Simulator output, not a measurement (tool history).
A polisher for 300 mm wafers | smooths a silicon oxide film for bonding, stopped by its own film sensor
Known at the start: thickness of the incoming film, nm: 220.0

run,hour,flow of slurry (ml/min),pressure of the wafer on the pad (kPa),speed of the pad under the wafer (cm/s),abrasive content of the slurry,target thickness at which the film sensor stops the polish (angstrom),time until the film sensor stopped the polish (s)
1,0,230,12.4,70,1,1940,56.035
2,3,230,13.8,70,1,1940,50.476
3,3.7,230,15.2,70,1,1940,45.516
4,8.4,230,15.2,70,1,1960,41.545
5,9.8,230,15.2,58,1,1960,46.522
6,14,230,16.5,58,1,1960,43.908

Run 7 comes next. What will it give?
7,20.7,230,17.2,58,1,1960,?

time until the film sensor stopped the polish (s): 41.849
